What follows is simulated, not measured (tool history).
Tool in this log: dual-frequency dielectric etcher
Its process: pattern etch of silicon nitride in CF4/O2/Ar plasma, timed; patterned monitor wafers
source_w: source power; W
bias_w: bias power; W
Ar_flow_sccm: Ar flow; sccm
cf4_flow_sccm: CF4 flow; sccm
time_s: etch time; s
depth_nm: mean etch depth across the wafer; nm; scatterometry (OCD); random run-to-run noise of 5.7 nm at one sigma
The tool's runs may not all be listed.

Run 1, hour 0: source_w 710 W, bias_w 35 W, Ar_flow_sccm 116 sccm, cf4_flow_sccm 119 sccm, time_s 559.5 s. Result: depth_nm 1113.1 nm.
Run 2, hour 4.1: source_w 770 W, bias_w 36 W, Ar_flow_sccm 115 sccm, cf4_flow_sccm 119 sccm, time_s 559.5 s. Result: depth_nm 1198.5 nm.
Run 3, hour 12.9: source_w 820 W, bias_w 37 W, Ar_flow_sccm 114 sccm, cf4_flow_sccm 120 sccm, time_s 560 s. Result: depth_nm 1284.2 nm.
Run 4, hour 15: source_w 820 W, bias_w 37 W, Ar_flow_sccm 114 sccm, cf4_flow_sccm 120 sccm, time_s 559.5 s. Result: depth_nm 1284.5 nm.
At hour 19: wet clean of the chamber.
Run 5, hour 19: source_w 820 W, bias_w 37 W, Ar_flow_sccm 114 sccm, cf4_flow_sccm 120 sccm, time_s 559.5 s. Result: depth_nm 1343.6 nm.
Run 6, hour 20.5: source_w 850 W, bias_w 37 W, Ar_flow_sccm 114 sccm, cf4_flow_sccm 120 sccm, time_s 559.5 s. Result: depth_nm 1383.3 nm.
Run 7, hour 23.9: source_w 870 W, bias_w 37 W, Ar_flow_sccm 114 sccm, cf4_flow_sccm 120 sccm, time_s 559.5 s. Result: depth_nm 1415.2 nm.
Run 8, hour 24.8: source_w 870 W, bias_w 37 W, Ar_flow_sccm 114 sccm, cf4_flow_sccm 120 sccm, time_s 559.5 s. Result: depth_nm 1415.3 nm.

Run 9 is up next; what results do you expect?
Run 9, hour 26: source_w 1000 W, bias_w 38 W, Ar_flow_sccm 114 sccm, cf4_flow_sccm 120 sccm, time_s 559.5 s. Result: depth_nm ?.

Run 9 produced depth_nm 1602.2 nm.
